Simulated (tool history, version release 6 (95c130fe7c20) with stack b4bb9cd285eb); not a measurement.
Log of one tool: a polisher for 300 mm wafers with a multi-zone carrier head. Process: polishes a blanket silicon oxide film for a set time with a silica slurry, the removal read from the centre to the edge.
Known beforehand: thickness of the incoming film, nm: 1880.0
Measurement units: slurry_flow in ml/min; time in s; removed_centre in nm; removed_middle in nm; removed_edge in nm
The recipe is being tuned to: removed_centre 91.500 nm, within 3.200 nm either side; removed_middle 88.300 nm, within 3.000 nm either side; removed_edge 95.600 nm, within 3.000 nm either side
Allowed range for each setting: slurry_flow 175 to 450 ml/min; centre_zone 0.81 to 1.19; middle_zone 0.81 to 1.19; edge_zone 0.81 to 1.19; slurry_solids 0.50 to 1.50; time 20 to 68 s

| run | hour | slurry_flow | centre_zone | middle_zone | edge_zone | slurry_solids | time | removed_centre | removed_middle | removed_edge |
|---|---|---|---|---|---|---|---|---|---|---|
| 1 | 0.0 | 290 | 1.00 | 1.00 | 1.00 | 1.00 | 44 | 126.720 | 125.420 | 131.360 |
| 2 | 4.2 | 290 | 1.00 | 1.04 | 1.00 | 1.00 | 44 | 128.060 | 131.830 | 131.750 |
| 3 | 5.0 | 290 | 0.99 | 1.02 | 0.98 | 0.95 | 44 | 125.520 | 128.810 | 123.890 |
| 4 | 6.9 | 285 | 0.98 | 0.99 | 0.99 | 0.90 | 44 | 118.320 | 120.750 | 124.100 |
| 5 | 14.3 | 285 | 0.97 | 0.97 | 0.98 | 0.85 | 44 | 114.510 | 114.760 | 120.430 |
| 6 | 21.9 | 285 | 0.97 | 0.97 | 0.90 | 0.85 | 44 | 114.180 | 114.980 | 116.780 |
| 7 | 29.4 | 285 | 0.97 | 0.96 | 0.90 | 0.80 | 44 | 113.470 | 110.200 | 113.010 |
| 8 | 37.2 | 285 | 0.96 | 0.95 | 0.89 | 0.75 | 44 | 107.380 | 106.490 | 109.860 |
| 9 | 39.2 | 285 | 0.96 | 0.94 | 0.88 | 0.70 | 44 | 103.060 | 101.650 | 104.530 |
| 10 | 42.1 | 285 | 0.96 | 0.93 | 0.88 | 0.70 | 44 | 102.140 | 99.099 | 102.950 |
| 11 | 44.2 | 285 | 0.95 | 0.92 | 0.87 | 0.70 | 44 | 103.220 | 100.550 | 102.860 |
| 12 | 46.9 | 280 | 0.94 | 0.90 | 0.87 | 0.70 | 44 | 103.280 | 97.283 | 102.830 |
| 13 | 48.0 | 280 | 0.93 | 0.89 | 0.87 | 0.70 | 44 | 100.730 | 95.637 | 102.990 |
| 14 | 52.9 | 280 | 0.92 | 0.89 | 0.86 | 0.70 | 44 | 99.640 | 97.069 | 101.550 |
| 15 | 54.7 | 280 | 0.91 | 0.88 | 0.86 | 0.70 | 44 | 99.136 | 97.189 | 101.190 |
| 16 | 58.9 | 275 | 0.90 | 0.87 | 0.86 | 0.70 | 44 | 97.135 | 94.584 | 102.200 |
| 17 | 60.6 | 275 | 0.90 | 0.87 | 0.85 | 0.70 | 44 | 98.324 | 95.036 | 101.710 |

Exercise: of the 5 proposed moves below, exactly one satisfies all targets within the stated allowed misses. Which move is it?
| A | 62.3 | 290 | 1.07 | 0.91 | 0.81 | 0.75 | 38 | ? | ? | ? |
| B | 62.3 | 305 | 0.88 | 0.84 | 0.85 | 0.65 | 46 | ? | ? | ? |
| C | 62.3 | 285 | 0.85 | 0.81 | 0.92 | 0.70 | 43 | ? | ? | ? |
| D | 62.3 | 375 | 1.00 | 0.98 | 0.81 | 0.60 | 43 | ? | ? | ? |
| E | 62.3 | 190 | 0.94 | 0.88 | 0.88 | 0.60 | 46 | ? | ? | ? |

| move | removed_centre | removed_middle | removed_edge |
|---|---|---|---|
| A | 104.410 | 87.070 | 90.033 |
| B | 99.754 | 92.428 | 103.490 |
| C | 93.630 | 86.997 | 103.880 |
| D | 101.310 | 94.445 | 91.672 |
| E | 94.005 | 85.894 | 95.820 |
A: brings the result that was furthest off to its target, and leaves another outside
B: the biggest miss grows against the last run
C: brings the result that was furthest off to its target, and leaves another outside
D: the biggest miss grows against the last run
E: hits every target within its allowed miss
The move that meets every target is E.
